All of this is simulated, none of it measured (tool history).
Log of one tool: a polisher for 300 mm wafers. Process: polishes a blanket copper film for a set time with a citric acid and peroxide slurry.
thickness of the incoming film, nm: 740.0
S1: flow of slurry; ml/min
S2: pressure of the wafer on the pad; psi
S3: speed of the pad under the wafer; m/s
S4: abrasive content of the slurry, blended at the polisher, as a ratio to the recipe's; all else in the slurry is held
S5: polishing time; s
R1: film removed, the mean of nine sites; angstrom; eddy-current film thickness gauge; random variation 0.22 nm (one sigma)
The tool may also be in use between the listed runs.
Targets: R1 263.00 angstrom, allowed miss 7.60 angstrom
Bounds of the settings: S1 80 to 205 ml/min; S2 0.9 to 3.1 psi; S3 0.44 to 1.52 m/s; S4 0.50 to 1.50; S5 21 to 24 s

| run | hour | S1 | S2 | S3 | S4 | S5 | R1 |
|---|---|---|---|---|---|---|---|
| 1 | 0.0 | 135 | 2.0 | 0.98 | 1.00 | 24 | 339.60 |
| 2 | 3.1 | 130 | 1.9 | 0.98 | 1.00 | 24 | 319.57 |
| 3 | 4.7 | 130 | 1.9 | 0.98 | 1.15 | 24 | 329.50 |
| 4 | 7.6 | 130 | 2.3 | 0.98 | 1.15 | 24 | 395.04 |
| 5 | 8.3 | 155 | 2.3 | 0.98 | 1.15 | 24 | 411.43 |
| 6 | 13.3 | 150 | 2.1 | 0.98 | 1.15 | 24 | 374.26 |
| 7 | 22.1 | 150 | 2.1 | 0.98 | 1.15 | 24 | 366.71 |
| 8 | 25.0 | 150 | 2.1 | 0.98 | 1.15 | 24 | 369.72 |
| 9 | 27.6 | 145 | 2.0 | 0.98 | 1.15 | 24 | 351.38 |
| 10 | 36.2 | 120 | 1.4 | 0.98 | 1.15 | 24 | 241.04 |
| 11 | 43.1 | 125 | 1.4 | 0.98 | 1.15 | 24 | 242.68 |

Which of these 5 next moves meets every target?
| A | 50.0 | 145 | 1.5 | 0.78 | 1.20 | 24 | ? |
| B | 50.0 | 110 | 1.3 | 1.18 | 0.90 | 23 | ? |
| C | 50.0 | 130 | 1.7 | 0.90 | 1.15 | 23 | ? |
| D | 50.0 | 150 | 1.5 | 1.02 | 1.30 | 21 | ? |
| E | 50.0 | 150 | 1.1 | 1.22 | 1.10 | 22 | ? |

| move | R1 |
|---|---|
| A | 226.08 |
| B | 232.66 |
| C | 263.53 |
| D | 246.85 |
| E | 215.20 |
A: further off than the last run
B: further off than the last run
C: meets every target
D: nearer than the last run, and not there yet
E: further off than the last run
The right move is C.
